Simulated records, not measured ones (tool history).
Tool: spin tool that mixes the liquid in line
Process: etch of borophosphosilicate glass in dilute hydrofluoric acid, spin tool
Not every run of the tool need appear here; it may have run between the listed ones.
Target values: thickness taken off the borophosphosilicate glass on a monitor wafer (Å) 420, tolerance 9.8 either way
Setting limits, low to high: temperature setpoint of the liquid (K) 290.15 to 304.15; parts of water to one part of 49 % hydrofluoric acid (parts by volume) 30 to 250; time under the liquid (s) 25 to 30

run	hour	temperature setpoint of the liquid (K)	parts of water to one part of 49 % hydrofluoric acid (parts by volume)	time under the liquid (s)	thickness taken off the borophosphosilicate glass on a monitor wafer (Å)
1	0	296.15	140	30	157.53
2	2.8	292.65	140	30	137.97
3	8.3	292.65	140	25	114.41
4	9.2	294.15	130	25	133.11
5	17.8	295.15	120	25	149.25
6	23.6	296.15	110	25	172.11
7	31.5	297.15	100	25	200.07
8	33	298.15	95	25	219.39
9	37.6	302.15	40	25	662.54
10	43.5	301.65	40	25	648.79
11	45.1	301.15	40	25	633.02
12	45.7	297.15	45	25	476.73
13	52.4	297.15	45	25	476.87
14	58.1	297.15	45	25	477.85
15	66.4	296.65	45	25	471.22
16	68.6	296.15	45	25	452.66
17	75.7	295.15	45	25	438.46

4 candidate next runs follow, results not yet known. Just one meets every target within its allowed miss. Identify it.
A	82.8	297.15	60	30	?
B	82.8	298.15	65	30	?
C	82.8	298.15	50	25	?
D	82.8	295.65	50	25	?

move	thickness taken off the borophosphosilicate glass on a monitor wafer (Å)
A	420.2
B	401.29
C	443.59
D	400.14
A: all results in spec
B: the result that was furthest off in the last run now lies on the other side of its target
C: the biggest miss grows against the last run
D: the result that was furthest off in the last run now lies on the other side of its target
The right move is A.
